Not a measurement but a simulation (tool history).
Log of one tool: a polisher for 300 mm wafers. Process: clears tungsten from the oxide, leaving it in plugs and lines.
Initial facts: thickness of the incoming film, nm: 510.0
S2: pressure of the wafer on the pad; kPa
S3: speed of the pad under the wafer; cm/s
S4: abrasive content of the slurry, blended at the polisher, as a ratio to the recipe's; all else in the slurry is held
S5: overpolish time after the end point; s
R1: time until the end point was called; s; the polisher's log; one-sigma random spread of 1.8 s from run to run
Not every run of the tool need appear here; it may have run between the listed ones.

Run 1, hour 0.0: flow of slurry (ml/min) 245, S2 23.4 kPa, S3 132 cm/s, S4 1.00, S5 39 s. Result: R1 94.792 s.
Run 2, hour 3.4: flow of slurry (ml/min) 245, S2 22.1 kPa, S3 132 cm/s, S4 1.00, S5 39 s. Result: R1 101.600 s.
Run 3, hour 6.2: flow of slurry (ml/min) 245, S2 22.1 kPa, S3 132 cm/s, S4 1.20, S5 39 s. Result: R1 96.790 s.
Run 4, hour 12.1: flow of slurry (ml/min) 245, S2 20.7 kPa, S3 132 cm/s, S4 1.20, S5 39 s. Result: R1 100.880 s.
Run 5, hour 14.5: flow of slurry (ml/min) 245, S2 20.7 kPa, S3 132 cm/s, S4 1.35, S5 39 s. Result: R1 95.657 s.
Run 6, hour 17.1: flow of slurry (ml/min) 245, S2 19.3 kPa, S3 132 cm/s, S4 1.35, S5 39 s. Result: R1 104.700 s.

Predict the results of run 7:
Run 7, hour 21.9: flow of slurry (ml/min) 245, S2 18.6 kPa, S3 132 cm/s, S4 1.35, S5 39 s. Result: R1 ?.

{"run 7": {"R1": 109.97}}
